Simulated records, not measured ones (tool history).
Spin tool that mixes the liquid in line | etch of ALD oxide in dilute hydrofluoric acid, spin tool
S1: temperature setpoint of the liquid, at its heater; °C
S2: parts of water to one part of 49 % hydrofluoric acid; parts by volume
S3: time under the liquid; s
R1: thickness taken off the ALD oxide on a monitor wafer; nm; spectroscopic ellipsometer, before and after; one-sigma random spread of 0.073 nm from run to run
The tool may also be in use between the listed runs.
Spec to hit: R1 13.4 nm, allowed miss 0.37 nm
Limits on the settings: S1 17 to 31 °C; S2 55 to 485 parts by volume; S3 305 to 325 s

| run | hour | S1 | S2 | S3 | R1 |
|---|---|---|---|---|---|
| 1 | 0 | 23 | 270 | 305 | 8.4876 |
| 2 | 1.6 | 21.5 | 270 | 305 | 7.9921 |
| 3 | 7 | 22.5 | 265 | 305 | 8.4986 |
| 4 | 9.5 | 19.5 | 265 | 305 | 7.5914 |
| 5 | 17.5 | 21 | 260 | 305 | 8.2633 |
| 6 | 20 | 22.5 | 255 | 305 | 9.017 |
| 7 | 24 | 23.5 | 255 | 305 | 9.2134 |
| 8 | 29.5 | 24.5 | 250 | 305 | 9.8585 |
| 9 | 31.5 | 28.5 | 230 | 305 | 12.676 |

5 next moves are on the table. One of them brings every result within its allowed miss. Which?
| A | 33.5 | 29.5 | 240 | 305 | ? |
| B | 33.5 | 29 | 245 | 325 | ? |
| C | 33.5 | 29 | 225 | 325 | ? |
| D | 33.5 | 28 | 235 | 325 | ? |
| E | 33.5 | 28.5 | 230 | 325 | ? |

| move | R1 |
|---|---|
| A | 12.217 |
| B | 12.467 |
| C | 13.892 |
| D | 12.705 |
| E | 13.282 |
A: its largest miss is bigger than the last run's
B: its largest miss is bigger than the last run's
C: moves the result that the last run missed by most past its target, out the other side
D: neither nearer nor further off than the last run
E: all results land within tolerance of their targets
So the answer is move E, the one that meets all the targets.
